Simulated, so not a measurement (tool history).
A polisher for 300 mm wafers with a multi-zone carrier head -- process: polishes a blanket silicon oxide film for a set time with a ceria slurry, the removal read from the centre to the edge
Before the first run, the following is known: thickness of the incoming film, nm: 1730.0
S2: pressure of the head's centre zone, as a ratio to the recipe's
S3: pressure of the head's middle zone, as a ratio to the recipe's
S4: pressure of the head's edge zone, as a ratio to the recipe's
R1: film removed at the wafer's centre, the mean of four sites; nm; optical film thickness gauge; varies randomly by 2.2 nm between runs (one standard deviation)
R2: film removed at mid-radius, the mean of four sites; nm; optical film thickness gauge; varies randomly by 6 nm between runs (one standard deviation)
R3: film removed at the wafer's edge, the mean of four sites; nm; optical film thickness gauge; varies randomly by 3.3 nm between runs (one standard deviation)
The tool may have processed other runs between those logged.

Run 1, hour 0: flow of slurry (ml/min) 185, S2 1, S3 1, S4 1, polishing time (s) 49. Result: R1 257.01 nm, R2 256.01 nm, R3 252.24 nm.
Run 2, hour 3.3: flow of slurry (ml/min) 185, S2 0.92, S3 1, S4 1, polishing time (s) 49. Result: R1 239.66 nm, R2 254.59 nm, R3 256.72 nm.
Run 3, hour 12.2: flow of slurry (ml/min) 190, S2 0.92, S3 1.02, S4 1.02, polishing time (s) 51. Result: R1 249.96 nm, R2 272.58 nm, R3 269.43 nm.
Run 4, hour 18.8: flow of slurry (ml/min) 190, S2 0.92, S3 0.95, S4 1.02, polishing time (s) 51. Result: R1 248.98 nm, R2 257.26 nm, R3 268.24 nm.
Run 5, hour 19.3: flow of slurry (ml/min) 195, S2 0.92, S3 0.98, S4 1.03, polishing time (s) 53. Result: R1 259.82 nm, R2 265.88 nm, R3 281.65 nm.
Run 6, hour 27.2: flow of slurry (ml/min) 195, S2 0.92, S3 0.98, S4 1.03, polishing time (s) 58. Result: R1 287.18 nm, R2 311.08 nm, R3 307.3 nm.
Run 7, hour 30.7: flow of slurry (ml/min) 200, S2 0.92, S3 1, S4 1.05, polishing time (s) 59. Result: R1 289.82 nm, R2 307.5 nm, R3 317.31 nm.
Run 8, hour 34.5: flow of slurry (ml/min) 200, S2 0.91, S3 1.02, S4 1.05, polishing time (s) 60. Result: R1 294.79 nm, R2 331.64 nm, R3 323.15 nm.
Run 9, hour 41.3: flow of slurry (ml/min) 205, S2 0.91, S3 1.03, S4 1.06, polishing time (s) 61. Result: R1 296.57 nm, R2 330.26 nm, R3 327.65 nm.
Run 10, hour 48.2: flow of slurry (ml/min) 205, S2 0.91, S3 1.04, S4 1.06, polishing time (s) 62. Result: R1 299.01 nm, R2 338.02 nm, R3 339 nm.

Run 11, settings as shown, results not yet in. Your forecast:
Run 11, hour 53: flow of slurry (ml/min) 205, S2 0.91, S3 1.05, S4 1.06, polishing time (s) 63. Result: R1 ?, R2 ?, R3 ?.

Run 11 measured R1 306.8 nm, R2 351.45 nm, R3 343.89 nm.

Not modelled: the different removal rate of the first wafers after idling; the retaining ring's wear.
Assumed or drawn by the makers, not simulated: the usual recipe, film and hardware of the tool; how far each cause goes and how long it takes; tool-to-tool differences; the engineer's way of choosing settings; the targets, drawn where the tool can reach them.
